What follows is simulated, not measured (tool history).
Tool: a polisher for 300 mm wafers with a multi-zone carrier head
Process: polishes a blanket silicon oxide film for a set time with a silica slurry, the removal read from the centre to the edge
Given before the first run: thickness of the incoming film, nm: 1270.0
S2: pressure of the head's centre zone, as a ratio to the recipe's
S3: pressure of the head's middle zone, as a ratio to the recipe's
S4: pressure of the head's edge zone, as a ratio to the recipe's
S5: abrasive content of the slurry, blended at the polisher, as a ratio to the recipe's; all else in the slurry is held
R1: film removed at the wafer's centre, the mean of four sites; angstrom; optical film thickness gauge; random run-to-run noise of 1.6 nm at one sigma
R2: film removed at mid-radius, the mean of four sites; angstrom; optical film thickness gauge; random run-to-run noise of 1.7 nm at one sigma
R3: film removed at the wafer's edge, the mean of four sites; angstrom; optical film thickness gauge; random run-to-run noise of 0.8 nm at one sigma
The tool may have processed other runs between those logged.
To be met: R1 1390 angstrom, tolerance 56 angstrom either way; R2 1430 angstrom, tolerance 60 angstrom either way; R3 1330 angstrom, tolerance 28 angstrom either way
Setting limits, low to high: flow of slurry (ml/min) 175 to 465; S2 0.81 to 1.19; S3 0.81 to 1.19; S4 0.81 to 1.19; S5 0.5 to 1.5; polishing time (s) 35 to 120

{"run": 1, "hour": 0.0, "flow of slurry (ml/min)": 295, "S2": 1, "S3": 1, "S4": 1, "S5": 1, "polishing time (s)": 77, "R1": 1633, "R2": 1667.5, "R3": 1628.3}
{"run": 2, "hour": 1.0, "flow of slurry (ml/min)": 295, "S2": 1, "S3": 1, "S4": 1, "S5": 0.85, "polishing time (s)": 77, "R1": 1539.1, "R2": 1568.2, "R3": 1545.4}
{"run": 3, "hour": 5.0, "flow of slurry (ml/min)": 295, "S2": 1.08, "S3": 1, "S4": 1, "S5": 0.85, "polishing time (s)": 77, "R1": 1661, "R2": 1553.7, "R3": 1517.7}
{"run": 4, "hour": 13.6, "flow of slurry (ml/min)": 290, "S2": 1.07, "S3": 1, "S4": 0.99, "S5": 0.85, "polishing time (s)": 77, "R1": 1645.5, "R2": 1549.7, "R3": 1509.9}
{"run": 5, "hour": 18.3, "flow of slurry (ml/min)": 290, "S2": 1.13, "S3": 1, "S4": 0.99, "S5": 0.85, "polishing time (s)": 77, "R1": 1753.6, "R2": 1536.2, "R3": 1526.8}
{"run": 6, "hour": 21.4, "flow of slurry (ml/min)": 290, "S2": 1.13, "S3": 1, "S4": 0.93, "S5": 0.85, "polishing time (s)": 77, "R1": 1709.2, "R2": 1548, "R3": 1490.7}
{"run": 7, "hour": 27.3, "flow of slurry (ml/min)": 290, "S2": 1.12, "S3": 1, "S4": 0.92, "S5": 0.85, "polishing time (s)": 77, "R1": 1677.7, "R2": 1567.8, "R3": 1471.1}
{"run": 8, "hour": 32.1, "flow of slurry (ml/min)": 285, "S2": 1.11, "S3": 0.99, "S4": 0.91, "S5": 0.85, "polishing time (s)": 77, "R1": 1700.7, "R2": 1556.8, "R3": 1458.1}
{"run": 9, "hour": 39.0, "flow of slurry (ml/min)": 285, "S2": 1.09, "S3": 0.98, "S4": 0.91, "S5": 0.85, "polishing time (s)": 77, "R1": 1644, "R2": 1544.8, "R3": 1459.1}
{"run": 10, "hour": 40.8, "flow of slurry (ml/min)": 280, "S2": 1.08, "S3": 0.97, "S4": 0.9, "S5": 0.85, "polishing time (s)": 77, "R1": 1633.2, "R2": 1524.5, "R3": 1456.8}
{"run": 11, "hour": 44.7, "flow of slurry (ml/min)": 280, "S2": 1.07, "S3": 0.97, "S4": 0.89, "S5": 0.85, "polishing time (s)": 77, "R1": 1643.8, "R2": 1493.6, "R3": 1439.6}
{"run": 12, "hour": 47.2, "flow of slurry (ml/min)": 280, "S2": 1.05, "S3": 0.97, "S4": 0.88, "S5": 0.85, "polishing time (s)": 77, "R1": 1640.6, "R2": 1543, "R3": 1447.6}
{"run": 13, "hour": 55.6, "flow of slurry (ml/min)": 280, "S2": 1.04, "S3": 0.97, "S4": 0.88, "S5": 0.85, "polishing time (s)": 77, "R1": 1543.1, "R2": 1514.7, "R3": 1436.8}
{"run": 14, "hour": 63.4, "flow of slurry (ml/min)": 275, "S2": 1.04, "S3": 0.97, "S4": 0.87, "S5": 0.85, "polishing time (s)": 77, "R1": 1596.4, "R2": 1513.4, "R3": 1429.8}
{"run": 15, "hour": 70.7, "flow of slurry (ml/min)": 275, "S2": 1.03, "S3": 0.97, "S4": 0.86, "S5": 0.85, "polishing time (s)": 77, "R1": 1557.9, "R2": 1526.8, "R3": 1435}
{"run": 16, "hour": 75.7, "flow of slurry (ml/min)": 275, "S2": 1.02, "S3": 0.97, "S4": 0.86, "S5": 0.85, "polishing time (s)": 77, "R1": 1565.1, "R2": 1488.6, "R3": 1432.5}
{"run": 17, "hour": 81.3, "flow of slurry (ml/min)": 275, "S2": 1.01, "S3": 0.98, "S4": 0.86, "S5": 0.85, "polishing time (s)": 77, "R1": 1540.5, "R2": 1503.4, "R3": 1421.4}
{"run": 18, "hour": 83.0, "flow of slurry (ml/min)": 270, "S2": 1, "S3": 0.98, "S4": 0.85, "S5": 0.85, "polishing time (s)": 77, "R1": 1536, "R2": 1529.6, "R3": 1422}
{"run": 19, "hour": 87.9, "flow of slurry (ml/min)": 270, "S2": 0.99, "S3": 0.98, "S4": 0.85, "S5": 0.85, "polishing time (s)": 77, "R1": 1513, "R2": 1498, "R3": 1404.6}
{"run": 20, "hour": 91.6, "flow of slurry (ml/min)": 265, "S2": 0.98, "S3": 0.98, "S4": 0.85, "S5": 0.85, "polishing time (s)": 77, "R1": 1496.8, "R2": 1505.4, "R3": 1396}
{"run": 21, "hour": 97.8, "flow of slurry (ml/min)": 260, "S2": 0.97, "S3": 0.98, "S4": 0.85, "S5": 0.85, "polishing time (s)": 77, "R1": 1477.8, "R2": 1503, "R3": 1413.5}
{"run": 22, "hour": 99.2, "flow of slurry (ml/min)": 250, "S2": 0.96, "S3": 0.98, "S4": 0.83, "S5": 0.8, "polishing time (s)": 77, "R1": 1452.8, "R2": 1441.5, "R3": 1364.1}

4 next moves are on the table. One of them brings every result within its allowed miss. Which?
{"run": "A", "hour": 100.6, "flow of slurry (ml/min)": 255, "S2": 0.92, "S3": 0.98, "S4": 0.89, "S5": 0.8, "polishing time (s)": 79, "R1": "?", "R2": "?", "R3": "?"}
{"run": "B", "hour": 100.6, "flow of slurry (ml/min)": 250, "S2": 0.89, "S3": 0.94, "S4": 0.86, "S5": 0.8, "polishing time (s)": 79, "R1": "?", "R2": "?", "R3": "?"}
{"run": "C", "hour": 100.6, "flow of slurry (ml/min)": 225, "S2": 0.97, "S3": 0.99, "S4": 0.84, "S5": 0.6, "polishing time (s)": 85, "R1": "?", "R2": "?", "R3": "?"}
{"run": "D", "hour": 100.6, "flow of slurry (ml/min)": 205, "S2": 0.99, "S3": 0.9, "S4": 0.86, "S5": 1.05, "polishing time (s)": 74, "R1": "?", "R2": "?", "R3": "?"}

move=A R1=1425.9 R2=1518.7 R3=1448.2
move=B R1=1383.9 R2=1464.6 R3=1425.6
move=C R1=1415.7 R2=1456.7 R3=1348.1
move=D R1=1528.7 R2=1431.9 R3=1453.5
A: moves away from the targets compared with the last run
B: moves away from the targets compared with the last run
C: meets every target
D: moves away from the targets compared with the last run
C meets every target.
